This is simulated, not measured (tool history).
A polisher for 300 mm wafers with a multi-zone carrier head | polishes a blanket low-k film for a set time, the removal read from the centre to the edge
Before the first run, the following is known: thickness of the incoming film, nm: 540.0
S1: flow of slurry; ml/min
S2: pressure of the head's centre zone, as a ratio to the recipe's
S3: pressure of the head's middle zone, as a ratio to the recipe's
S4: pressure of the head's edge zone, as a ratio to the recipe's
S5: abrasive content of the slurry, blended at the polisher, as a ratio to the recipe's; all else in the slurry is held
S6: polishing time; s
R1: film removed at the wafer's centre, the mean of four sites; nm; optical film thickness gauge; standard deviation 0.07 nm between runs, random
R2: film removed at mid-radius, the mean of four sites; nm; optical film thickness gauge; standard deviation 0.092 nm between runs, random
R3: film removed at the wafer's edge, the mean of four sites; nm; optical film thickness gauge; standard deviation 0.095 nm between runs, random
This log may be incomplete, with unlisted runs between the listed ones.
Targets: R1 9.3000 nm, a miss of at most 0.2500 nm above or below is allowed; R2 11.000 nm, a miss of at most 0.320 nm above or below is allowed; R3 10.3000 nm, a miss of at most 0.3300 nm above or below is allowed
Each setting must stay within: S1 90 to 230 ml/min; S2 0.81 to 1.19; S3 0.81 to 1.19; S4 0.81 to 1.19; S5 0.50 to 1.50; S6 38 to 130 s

{"run": 1, "day": 0.0, "S1": 150, "S2": 1.0, "S3": 1.0, "S4": 1.0, "S5": 1.0, "S6": 84, "R1": 18.67, "R2": 17.818, "R3": 17.724}
{"run": 2, "day": 0.283, "S1": 150, "S2": 1.0, "S3": 1.0, "S4": 1.0, "S5": 1.0, "S6": 91, "R1": 19.993, "R2": 19.453, "R3": 19.341}
{"run": 3, "day": 0.567, "S1": 150, "S2": 1.0, "S3": 1.0, "S4": 1.06, "S5": 1.0, "S6": 91, "R1": 19.997, "R2": 19.347, "R3": 19.622}
{"run": 4, "day": 0.625, "S1": 145, "S2": 0.97, "S3": 1.01, "S4": 1.03, "S5": 0.9, "S6": 85, "R1": 17.28, "R2": 17.785, "R3": 17.553}
{"run": 5, "day": 0.733, "S1": 140, "S2": 0.95, "S3": 1.0, "S4": 1.0, "S5": 0.8, "S6": 79, "R1": 15.483, "R2": 15.584, "R3": 15.594}
{"run": 6, "day": 0.771, "S1": 135, "S2": 0.92, "S3": 1.01, "S4": 0.98, "S5": 0.75, "S6": 74, "R1": 13.508, "R2": 14.48, "R3": 14.113}
{"run": 7, "day": 1.117, "S1": 130, "S2": 0.9, "S3": 1.01, "S4": 0.95, "S5": 0.7, "S6": 72, "R1": 12.625, "R2": 13.536, "R3": 13.197}
{"run": 8, "day": 1.188, "S1": 100, "S2": 0.81, "S3": 1.07, "S4": 0.88, "S5": 0.5, "S6": 62, "R1": 8.445, "R2": 10.812, "R3": 9.9335}
{"run": 9, "day": 1.283, "S1": 105, "S2": 0.82, "S3": 1.06, "S4": 0.88, "S5": 0.5, "S6": 62, "R1": 8.6536, "R2": 10.875, "R3": 9.8297}
{"run": 10, "day": 1.504, "S1": 110, "S2": 0.82, "S3": 1.05, "S4": 0.89, "S5": 0.5, "S6": 62, "R1": 8.819, "R2": 11.006, "R3": 9.9886}
{"run": 11, "day": 1.871, "S1": 110, "S2": 0.82, "S3": 1.05, "S4": 0.89, "S5": 0.5, "S6": 62, "R1": 8.7006, "R2": 10.788, "R3": 10.053}
{"run": 12, "day": 1.908, "S1": 115, "S2": 0.82, "S3": 1.05, "S4": 0.89, "S5": 0.5, "S6": 62, "R1": 8.8015, "R2": 11.076, "R3": 10.155}
{"run": 13, "day": 2.133, "S1": 115, "S2": 0.83, "S3": 1.04, "S4": 0.89, "S5": 0.5, "S6": 62, "R1": 8.8693, "R2": 10.86, "R3": 10.028}
{"run": 14, "day": 2.304, "S1": 120, "S2": 0.83, "S3": 1.04, "S4": 0.9, "S5": 0.5, "S6": 62, "R1": 8.9836, "R2": 10.953, "R3": 10.266}

Of the 5 settings listed for the next run, only one would bring every result within its allowed miss of target. Which one?
{"run": "A", "day": 2.475, "S1": 105, "S2": 0.82, "S3": 0.89, "S4": 1.01, "S5": 0.55, "S6": 65, "R1": "?", "R2": "?", "R3": "?"}
{"run": "B", "day": 2.475, "S1": 130, "S2": 0.81, "S3": 1.04, "S4": 0.98, "S5": 0.5, "S6": 61, "R1": "?", "R2": "?", "R3": "?"}
{"run": "C", "day": 2.475, "S1": 105, "S2": 0.84, "S3": 1.02, "S4": 0.86, "S5": 0.55, "S6": 64, "R1": "?", "R2": "?", "R3": "?"}
{"run": "D", "day": 2.475, "S1": 115, "S2": 0.81, "S3": 0.9, "S4": 0.96, "S5": 0.55, "S6": 65, "R1": "?", "R2": "?", "R3": "?"}
{"run": "E", "day": 2.475, "S1": 95, "S2": 0.87, "S3": 1.04, "S4": 0.93, "S5": 0.65, "S6": 56, "R1": "?", "R2": "?", "R3": "?"}

move=A R1=9.2241 R2=10.060 R3=11.2780
move=B R1=8.7805 R2=10.975 R3=10.4830
move=C R1=9.3143 R2=11.105 R3=10.2830
move=D R1=9.3081 R2=10.347 R3=11.1490
move=E R1=8.5834 R2=10.069 R3=9.5724
A: meets the target for the result that was furthest off, but another lies outside its allowed miss
B: its largest miss is bigger than the last run's
C: all results land within tolerance of their targets
D: meets the target for the result that was furthest off, but another lies outside its allowed miss
E: its largest miss is bigger than the last run's
The right move is C.
